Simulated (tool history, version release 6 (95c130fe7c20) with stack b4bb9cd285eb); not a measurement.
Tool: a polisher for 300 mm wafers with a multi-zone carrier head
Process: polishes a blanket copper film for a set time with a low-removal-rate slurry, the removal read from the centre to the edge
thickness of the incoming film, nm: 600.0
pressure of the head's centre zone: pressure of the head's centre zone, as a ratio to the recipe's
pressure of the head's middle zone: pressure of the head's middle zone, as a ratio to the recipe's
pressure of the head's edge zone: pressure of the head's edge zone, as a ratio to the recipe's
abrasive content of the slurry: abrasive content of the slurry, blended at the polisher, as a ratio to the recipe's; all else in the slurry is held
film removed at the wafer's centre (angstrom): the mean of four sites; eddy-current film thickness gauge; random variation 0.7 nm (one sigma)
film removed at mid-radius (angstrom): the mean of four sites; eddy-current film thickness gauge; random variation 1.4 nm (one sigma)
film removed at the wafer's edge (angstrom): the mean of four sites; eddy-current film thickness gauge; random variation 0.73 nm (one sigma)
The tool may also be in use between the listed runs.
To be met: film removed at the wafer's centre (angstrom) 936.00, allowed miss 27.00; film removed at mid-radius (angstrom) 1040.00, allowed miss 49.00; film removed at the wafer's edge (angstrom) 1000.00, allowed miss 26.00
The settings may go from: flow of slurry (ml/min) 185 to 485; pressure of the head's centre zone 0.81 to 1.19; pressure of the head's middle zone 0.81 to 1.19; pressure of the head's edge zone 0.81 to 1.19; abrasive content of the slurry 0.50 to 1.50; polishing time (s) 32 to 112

run  hour  flow of slurry (ml/min)  pressure of the head's centre zone  pressure of the head's middle zone  pressure of the head's edge zone  abrasive content of the slurry  polishing time (s)  film removed at the wafer's centre (angstrom)  film removed at mid-radius (angstrom)  film removed at the wafer's edge (angstrom)
  1   0.0                      310                                1.00                                1.00                              1.00                            1.00                  72                                        1864.50                                1853.50                                      1858.40
  2   6.9                      365                                1.00                                1.00                              1.00                            1.00                  72                                        1915.60                                1965.30                                      1877.70
  3  14.0                      365                                1.00                                1.00                              1.00                            1.00                  55                                        1486.30                                1479.70                                      1444.50
  4  19.5                      365                                0.98                                1.00                              0.98                            0.95                  53                                        1363.30                                1404.50                                      1376.20
  5  25.3                      365                                0.98                                1.07                              0.98                            0.95                  53                                        1381.30                                1497.80                                      1348.50
  6  30.5                      365                                0.98                                1.07                              0.98                            0.80                  53                                        1304.70                                1430.60                                      1317.30
  7  34.4                      360                                0.97                                1.06                              0.96                            0.75                  52                                        1246.60                                1392.50                                      1262.20
  8  36.3                      315                                0.87                                0.96                              0.86                            0.50                  44                                         859.77                                 974.46                                       928.16
  9  41.8                      325                                0.87                                0.96                              0.87                            0.50                  44                                         866.13                                 951.84                                       937.04
 10  49.8                      325                                0.87                                0.96                              0.87                            0.50                  44                                         863.88                                 957.75                                       926.96
 11  56.8                      370                                0.92                                1.02                              0.97                            0.60                  44                                         969.37                                1090.70                                      1020.60

5 next moves are on the table. One of them brings every result within its allowed miss. Which?
  A  63.8                      305                                0.97                                0.99                              0.84                            0.60                  45                                              ?                                      ?                                            ?
  B  63.8                      290                                0.87                                0.94                              0.84                            0.75                  44                                              ?                                      ?                                            ?
  C  63.8                      400                                0.89                                1.07                              0.89                            0.85                  43                                              ?                                      ?                                            ?
  D  63.8                      360                                0.89                                1.04                              0.87                            0.90                  38                                              ?                                      ?                                            ?
  E  63.8                      395                                1.00                                0.91                              0.94                            0.95                  38                                              ?                                      ?                                            ?

move  film removed at the wafer's centre (angstrom)  film removed at mid-radius (angstrom)  film removed at the wafer's edge (angstrom)
   A                                        1025.00                                1063.30                                       990.15
   B                                         936.91                                1040.00                                      1012.90
   C                                         996.30                                1200.80                                      1060.60
   D                                         883.11                                1040.10                                       935.89
   E                                        1012.80                                 947.54                                       981.18
A: further off than the last run
B: meets every target
C: further off than the last run
D: takes the result that was furthest off past its target
E: further off than the last run
Move B is the one to make.

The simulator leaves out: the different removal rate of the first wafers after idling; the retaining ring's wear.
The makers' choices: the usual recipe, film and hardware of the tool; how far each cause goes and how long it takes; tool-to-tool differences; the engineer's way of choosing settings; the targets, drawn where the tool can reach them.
